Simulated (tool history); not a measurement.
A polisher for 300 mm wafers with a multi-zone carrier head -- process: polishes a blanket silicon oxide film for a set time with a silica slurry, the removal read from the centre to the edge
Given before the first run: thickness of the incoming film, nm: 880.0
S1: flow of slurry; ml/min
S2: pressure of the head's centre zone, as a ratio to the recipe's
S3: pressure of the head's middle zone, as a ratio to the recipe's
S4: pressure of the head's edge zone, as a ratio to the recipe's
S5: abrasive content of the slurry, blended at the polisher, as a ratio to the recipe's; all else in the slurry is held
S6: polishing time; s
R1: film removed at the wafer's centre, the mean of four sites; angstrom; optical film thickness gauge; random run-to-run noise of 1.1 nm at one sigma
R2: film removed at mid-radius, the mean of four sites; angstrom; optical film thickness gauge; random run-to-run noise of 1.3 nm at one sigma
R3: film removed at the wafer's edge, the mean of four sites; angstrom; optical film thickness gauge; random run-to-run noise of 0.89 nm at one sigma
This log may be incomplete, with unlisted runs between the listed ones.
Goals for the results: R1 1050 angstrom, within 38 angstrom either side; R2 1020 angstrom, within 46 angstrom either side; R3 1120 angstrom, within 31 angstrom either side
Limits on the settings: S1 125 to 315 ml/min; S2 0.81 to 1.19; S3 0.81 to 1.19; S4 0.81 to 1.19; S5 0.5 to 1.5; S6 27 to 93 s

run,hour,S1,S2,S3,S4,S5,S6,R1,R2,R3
1,0,205,1,1,1,1,59,2566.1,2564.3,2503.6
2,3.8,185,1,1,1,1,59,2435.1,2508.6,2412.2
3,6.1,185,1,0.93,1,1,59,2511.7,2405.1,2458.3
4,15,180,0.98,0.9,1,0.85,50,1894.4,1886.5,1944
5,17.3,175,0.99,0.88,1.01,0.75,44,1592.2,1556,1590
6,21.7,175,0.99,0.88,0.93,0.75,44,1565,1541.4,1550.9
7,29.8,165,0.98,0.86,0.97,0.7,40,1395.7,1313.6,1387.5
8,36.3,155,0.96,0.85,0.95,0.65,40,1256.6,1270.9,1307.9
9,40.9,150,0.96,0.84,0.98,0.6,39,1175.7,1150.2,1241.3
10,48,145,0.96,0.83,0.97,0.6,39,1175,1115.9,1239.9
11,51.7,140,0.9,0.82,0.87,0.5,38,970.37,1010.4,1028.5
12,55.1,185,0.95,0.82,0.97,0.5,35,1009.6,963.96,1037.6
13,63.7,215,0.94,0.85,1.06,0.6,35,1134.5,1088.2,1209.2
14,67.2,215,0.93,0.84,1.04,0.6,35,1110.9,1100.4,1192
15,72.1,210,0.93,0.83,1.03,0.6,35,1110.2,1059.2,1188.6
16,75.1,210,0.92,0.83,1.01,0.6,35,1098,1090.1,1176.1
17,75.9,205,0.92,0.82,1.01,0.6,35,1078.5,1065.5,1172
18,81.3,205,0.92,0.82,1,0.6,35,1071.5,1089.6,1170.1
19,83.4,200,0.93,0.82,1,0.6,35,1117.4,1061.1,1171.4
20,89.6,195,0.93,0.82,0.99,0.6,35,1083.6,1046.8,1146.8

Below are 5 possible settings for the next run. Only one of them brings all results inside the allowed miss of their targets. Which is it?
A,95.8,235,0.93,0.81,1.07,0.55,36,?,?,?
B,95.8,180,0.95,0.84,1.01,0.55,37,?,?,?
C,95.8,180,0.93,0.81,1.04,0.8,31,?,?,?
D,95.8,200,1,0.88,0.97,0.55,35,?,?,?
E,95.8,130,0.99,0.89,1.07,0.6,35,?,?,?

move,R1,R2,R3
A,1126.1,1087.1,1196.6
B,1129.3,1091.1,1159.1
C,1116.3,1083.1,1188
D,1147.9,1074.7,1089.2
E,1074.2,1033.8,1120.7
A: moves away from the targets compared with the last run
B: moves away from the targets compared with the last run
C: moves away from the targets compared with the last run
D: moves away from the targets compared with the last run
E: hits every target within its allowed miss
Answer: E
